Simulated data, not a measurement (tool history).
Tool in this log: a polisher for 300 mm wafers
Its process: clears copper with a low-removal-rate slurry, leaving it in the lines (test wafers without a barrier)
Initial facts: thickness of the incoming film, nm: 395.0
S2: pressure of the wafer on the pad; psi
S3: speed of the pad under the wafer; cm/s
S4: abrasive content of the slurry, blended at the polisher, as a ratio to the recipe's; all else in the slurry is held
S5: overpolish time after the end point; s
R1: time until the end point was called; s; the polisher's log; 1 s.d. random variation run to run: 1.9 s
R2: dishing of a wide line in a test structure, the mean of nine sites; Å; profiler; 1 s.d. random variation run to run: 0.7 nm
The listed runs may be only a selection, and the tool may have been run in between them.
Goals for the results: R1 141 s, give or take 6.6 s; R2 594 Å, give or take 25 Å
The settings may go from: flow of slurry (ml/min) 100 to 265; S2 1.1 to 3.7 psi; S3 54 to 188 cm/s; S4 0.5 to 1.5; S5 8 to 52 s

Run 1, hour 0: flow of slurry (ml/min) 170, S2 2.4 psi, S3 120 cm/s, S4 1, S5 26 s. Result: R1 156.59 s, R2 405.54 Å.
Run 2, hour 4.4: flow of slurry (ml/min) 170, S2 2.6 psi, S3 120 cm/s, S4 1, S5 26 s. Result: R1 143.28 s, R2 441.58 Å.
Run 3, hour 5.3: flow of slurry (ml/min) 170, S2 2.6 psi, S3 120 cm/s, S4 1, S5 27 s. Result: R1 138.46 s, R2 444.96 Å.
Run 4, hour 13.9: flow of slurry (ml/min) 140, S2 2.6 psi, S3 120 cm/s, S4 1, S5 27 s. Result: R1 141.03 s, R2 431.34 Å.
At hour 15.5: slurry nozzle cleaned.
Run 5, hour 15.5: flow of slurry (ml/min) 145, S2 2.6 psi, S3 120 cm/s, S4 1, S5 28 s. Result: R1 138.41 s, R2 480.95 Å.
Run 6, hour 21.3: flow of slurry (ml/min) 145, S2 2.6 psi, S3 120 cm/s, S4 1, S5 29 s. Result: R1 136.74 s, R2 482.47 Å.
Run 7, hour 24.6: flow of slurry (ml/min) 145, S2 2.6 psi, S3 120 cm/s, S4 1, S5 30 s. Result: R1 138.77 s, R2 499.42 Å.
Run 8, hour 29.7: flow of slurry (ml/min) 145, S2 2.6 psi, S3 120 cm/s, S4 1, S5 31 s. Result: R1 136.12 s, R2 509.68 Å.

Exactly one of the 5 candidate moves below puts every result within its allowed miss. Which one?
Run A, hour 34.8: flow of slurry (ml/min) 140, S2 2.8 psi, S3 106 cm/s, S4 1, S5 39 s. Result: R1 ?, R2 ?.
Run B, hour 34.8: flow of slurry (ml/min) 135, S2 2.7 psi, S3 112 cm/s, S4 1, S5 34 s. Result: R1 ?, R2 ?.
Run C, hour 34.8: flow of slurry (ml/min) 165, S2 2.5 psi, S3 104 cm/s, S4 1, S5 44 s. Result: R1 ?, R2 ?.
Run D, hour 34.8: flow of slurry (ml/min) 120, S2 3.1 psi, S3 106 cm/s, S4 0.65, S5 46 s. Result: R1 ?, R2 ?.
Run E, hour 34.8: flow of slurry (ml/min) 140, S2 2.8 psi, S3 100 cm/s, S4 0.7, S5 44 s. Result: R1 ?, R2 ?.

move      R1      R2
   A  142.04  587.27
   B  140.43  535.19
   C   157.9   586.1
   D  139.41  672.09
   E  157.47  594.44
A: every result lands within tolerance
B: closer than the last run, but not yet in spec
C: meets the target for the result that was furthest off, but another lies outside its allowed miss
D: moves the result that the last run missed by most past its target, out the other side
E: meets the target for the result that was furthest off, but another lies outside its allowed miss
Answer: A
